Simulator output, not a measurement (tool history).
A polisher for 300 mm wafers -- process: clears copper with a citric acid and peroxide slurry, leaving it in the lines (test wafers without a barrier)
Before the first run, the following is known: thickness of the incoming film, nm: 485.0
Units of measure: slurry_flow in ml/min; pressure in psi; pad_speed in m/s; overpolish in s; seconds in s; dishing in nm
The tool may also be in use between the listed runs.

Run 1, hour 0: slurry_flow 145 ml/min, pressure 3.8 psi, pad_speed 1.32 m/s, slurry_solids 1, overpolish 11 s. Result: seconds 114.43 s, dishing 33.369 nm.
Run 2, hour 5.3: slurry_flow 145 ml/min, pressure 3.8 psi, pad_speed 1.32 m/s, slurry_solids 1, overpolish 13 s. Result: seconds 114.58 s, dishing 39.21 nm.
Run 3, hour 5.9: slurry_flow 145 ml/min, pressure 4.2 psi, pad_speed 1.32 m/s, slurry_solids 1, overpolish 14 s. Result: seconds 109.16 s, dishing 43.17 nm.
Run 4, hour 11.9: slurry_flow 145 ml/min, pressure 4.2 psi, pad_speed 1.32 m/s, slurry_solids 1, overpolish 11 s. Result: seconds 109.1 s, dishing 35.269 nm.
Run 5, hour 13.5: slurry_flow 145 ml/min, pressure 4.2 psi, pad_speed 1.32 m/s, slurry_solids 1.2, overpolish 11 s. Result: seconds 103.24 s, dishing 37.447 nm.
Run 6, hour 22.2: slurry_flow 110 ml/min, pressure 4.2 psi, pad_speed 1.32 m/s, slurry_solids 1.2, overpolish 11 s. Result: seconds 106.18 s, dishing 35.766 nm.
Run 7, hour 28.2: slurry_flow 105 ml/min, pressure 5.2 psi, pad_speed 1.34 m/s, slurry_solids 1.2, overpolish 16 s. Result: seconds 90.145 s, dishing 56.67 nm.
Run 8, hour 29.4: slurry_flow 115 ml/min, pressure 5.4 psi, pad_speed 1.34 m/s, slurry_solids 1.2, overpolish 16 s. Result: seconds 85.899 s, dishing 59.093 nm.
Run 9, hour 32.7: slurry_flow 125 ml/min, pressure 5.5 psi, pad_speed 1.34 m/s, slurry_solids 1.2, overpolish 16 s. Result: seconds 84.438 s, dishing 58.858 nm.
Run 10, hour 35.2: slurry_flow 125 ml/min, pressure 5.6 psi, pad_speed 1.36 m/s, slurry_solids 1.2, overpolish 16 s. Result: seconds 82.611 s, dishing 62.282 nm.
Run 11, hour 43.1: slurry_flow 160 ml/min, pressure 5.9 psi, pad_speed 1.38 m/s, slurry_solids 1.2, overpolish 17 s. Result: seconds 74.04 s, dishing 69.659 nm.
Run 12, hour 43.8: slurry_flow 150 ml/min, pressure 5.8 psi, pad_speed 1.42 m/s, slurry_solids 1.2, overpolish 17 s. Result: seconds 75.558 s, dishing 69.764 nm.

Run 13 is up next; what results do you expect?
Run 13, hour 48: slurry_flow 150 ml/min, pressure 5.8 psi, pad_speed 1.42 m/s, slurry_solids 1.2, overpolish 17 s. Result: seconds ?, dishing ?.

For run 13 the tool returned seconds 73.847 s, dishing 70.491 nm.
